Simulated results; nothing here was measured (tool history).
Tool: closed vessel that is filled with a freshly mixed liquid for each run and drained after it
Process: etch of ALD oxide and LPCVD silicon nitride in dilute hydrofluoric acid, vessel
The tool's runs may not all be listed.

run,hour,temperature setpoint of the liquid (°C),parts of water to one part of 49 % hydrofluoric acid (parts by volume),time in the liquid (s),thickness taken off the ALD oxide on a monitor wafer (nm),thickness taken off the LPCVD silicon nitride on a monitor wafer (nm)
1,0,23,70,115,27.296,0.72406
2,5.2,23,45,115,43.862,1.2358
3,11.2,22.5,55,115,34.496,0.95652
4,20.1,20.5,55,115,31.832,0.87484
5,26,19.5,60,115,27.779,0.65394
6,27.1,20.5,65,115,26.75,0.70734
7,32.8,20,70,115,24.145,0.64603
8,41.4,19.5,75,115,21.716,0.5722

Forecast run 9:
9,49.9,19,80,115,?,?

{"run 9": {"thickness taken off the ALD oxide on a monitor wafer (nm)": 19.96, "thickness taken off the LPCVD silicon nitride on a monitor wafer (nm)": 0.52562}}
